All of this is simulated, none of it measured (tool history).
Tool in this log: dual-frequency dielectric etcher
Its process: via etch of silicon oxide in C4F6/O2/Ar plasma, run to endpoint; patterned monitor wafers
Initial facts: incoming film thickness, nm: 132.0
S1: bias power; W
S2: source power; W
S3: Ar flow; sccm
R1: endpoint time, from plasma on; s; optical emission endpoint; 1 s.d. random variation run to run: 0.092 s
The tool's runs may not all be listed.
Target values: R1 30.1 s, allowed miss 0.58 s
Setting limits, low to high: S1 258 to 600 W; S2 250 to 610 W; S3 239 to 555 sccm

run 1 hour=0 | S1=429 S2=430 S3=397 | R1=27.403
run 2 hour=1.2 | S1=429 S2=460 S3=397 | R1=26.454
run 3 hour=6 | S1=410 S2=460 S3=397 | R1=26.84
run 4 hour=11.8 | S1=371 S2=460 S3=397 | R1=28.34
run 5 hour=15.7 | S1=364 S2=460 S3=397 | R1=28.384
run 6 hour=19.8 | S1=364 S2=500 S3=397 | R1=27.108
run 7 hour=22.6 | S1=351 S2=500 S3=397 | R1=27.731
run 8 hour=30.2 | S1=341 S2=500 S3=397 | R1=28.016
run 9 hour=34.6 | S1=332 S2=500 S3=397 | R1=28.612
run 10 hour=38.5 | S1=326 S2=500 S3=397 | R1=28.599
run 11 hour=41.7 | S1=320 S2=500 S3=397 | R1=28.878
run 12 hour=47.9 | S1=315 S2=500 S3=397 | R1=28.952
run 13 hour=53.5 | S1=310 S2=500 S3=397 | R1=29.222
run 14 hour=56.9 | S1=277 S2=490 S3=398 | R1=31.289
run 15 hour=65.5 | S1=281 S2=490 S3=398 | R1=31.114
run 16 hour=69.1 | S1=281 S2=490 S3=398 | R1=31.031
run 17 hour=73.1 | S1=284 S2=490 S3=398 | R1=30.855
run 18 hour=74.8 | S1=287 S2=490 S3=398 | R1=30.77

Of the 4 settings listed for the next run, only one would bring every result within its allowed miss of target. Which one?
run A hour=76.5 | S1=266 S2=500 S3=399 | R1=?
run B hour=76.5 | S1=267 S2=490 S3=420 | R1=?
run C hour=76.5 | S1=335 S2=450 S3=402 | R1=?
run D hour=76.5 | S1=269 S2=500 S3=395 | R1=?

move=A R1=31.47
move=B R1=31.922
move=C R1=29.989
move=D R1=31.274
A: lands further from the targets than the last run did
B: lands further from the targets than the last run did
C: in spec on every target
D: lands further from the targets than the last run did
So the answer is move C, the one that meets all the targets.
